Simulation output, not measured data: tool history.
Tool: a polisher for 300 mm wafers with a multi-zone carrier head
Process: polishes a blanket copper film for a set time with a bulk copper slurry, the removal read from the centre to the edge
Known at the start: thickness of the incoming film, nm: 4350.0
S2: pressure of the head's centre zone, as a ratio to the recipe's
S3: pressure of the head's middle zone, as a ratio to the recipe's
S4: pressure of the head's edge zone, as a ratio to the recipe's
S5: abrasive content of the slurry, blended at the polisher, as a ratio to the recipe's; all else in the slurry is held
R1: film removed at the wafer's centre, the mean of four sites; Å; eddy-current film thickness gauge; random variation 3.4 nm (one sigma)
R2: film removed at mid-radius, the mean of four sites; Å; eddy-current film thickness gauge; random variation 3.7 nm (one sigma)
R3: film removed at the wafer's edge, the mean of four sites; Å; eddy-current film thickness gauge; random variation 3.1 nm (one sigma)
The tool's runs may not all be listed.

Run 1, hour 0: flow of slurry (ml/min) 280, S2 1, S3 1, S4 1, S5 1, polishing time (s) 70. Result: R1 5156.6 Å, R2 5014.8 Å, R3 5020.9 Å.
Run 2, hour 0.7: flow of slurry (ml/min) 280, S2 0.97, S3 1, S4 1, S5 1, polishing time (s) 70. Result: R1 5095.3 Å, R2 4942.1 Å, R3 4989.3 Å.
Run 3, hour 8.2: flow of slurry (ml/min) 280, S2 0.94, S3 1, S4 1, S5 1, polishing time (s) 70. Result: R1 4959 Å, R2 4881.5 Å, R3 5009.4 Å.
Run 4, hour 16.7: flow of slurry (ml/min) 280, S2 0.94, S3 1, S4 1, S5 0.9, polishing time (s) 70. Result: R1 4848.6 Å, R2 4821.4 Å, R3 4911.6 Å.
Run 5, hour 17.8: flow of slurry (ml/min) 280, S2 0.94, S3 0.96, S4 1, S5 0.9, polishing time (s) 70. Result: R1 4844.7 Å, R2 4675.3 Å, R3 4974.3 Å.
Run 6, hour 20.8: flow of slurry (ml/min) 280, S2 0.94, S3 0.96, S4 1, S5 1.1, polishing time (s) 70. Result: R1 5054.2 Å, R2 4934.9 Å, R3 5073.1 Å.
Run 7, hour 29.3: flow of slurry (ml/min) 275, S2 0.94, S3 0.93, S4 0.95, S5 0.9, polishing time (s) 66. Result: R1 4626.5 Å, R2 4311.7 Å, R3 4550.8 Å.
At hour 31.1: slurry nozzle cleaned.
Run 8, hour 31.1: flow of slurry (ml/min) 265, S2 0.92, S3 0.91, S4 0.92, S5 0.75, polishing time (s) 64. Result: R1 4332.8 Å, R2 4062.6 Å, R3 4130 Å.

Forecast run 9:
Run 9, hour 32.2: flow of slurry (ml/min) 260, S2 0.9, S3 0.88, S4 0.93, S5 0.65, polishing time (s) 63. Result: R1 ?, R2 ?, R3 ?.

{"run 9": {"R1": 4069.4, "R2": 3644.5, "R3": 4004.3}}
